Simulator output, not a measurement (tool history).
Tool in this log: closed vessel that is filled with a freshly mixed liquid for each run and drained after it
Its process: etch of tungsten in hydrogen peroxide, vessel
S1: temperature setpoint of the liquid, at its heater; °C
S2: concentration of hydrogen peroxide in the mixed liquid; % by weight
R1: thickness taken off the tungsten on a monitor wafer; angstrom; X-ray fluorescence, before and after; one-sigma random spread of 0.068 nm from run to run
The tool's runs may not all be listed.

run 1 hour=0 | S1=57 S2=18.5 time_in_the_liquid_(s)=30 | R1=363.08
run 2 hour=7.7 | S1=51 S2=18.5 time_in_the_liquid_(s)=30 | R1=255.23
run 3 hour=16 | S1=48.5 S2=18.5 time_in_the_liquid_(s)=30 | R1=218.45
run 4 hour=20.3 | S1=47 S2=18.5 time_in_the_liquid_(s)=30 | R1=198.74
run 5 hour=27.2 | S1=46 S2=18.5 time_in_the_liquid_(s)=30 | R1=187.43
run 6 hour=35.6 | S1=46 S2=22 time_in_the_liquid_(s)=30 | R1=203.66
run 7 hour=37 | S1=45 S2=22 time_in_the_liquid_(s)=30 | R1=192.07
run 8 hour=39.6 | S1=44 S2=22 time_in_the_liquid_(s)=30 | R1=179.04

The next listed run, before its measurement:
run 9 hour=45.8 | S1=43.5 S2=22 time_in_the_liquid_(s)=30 | R1=?

Run 9 produced R1 174.24 angstrom.
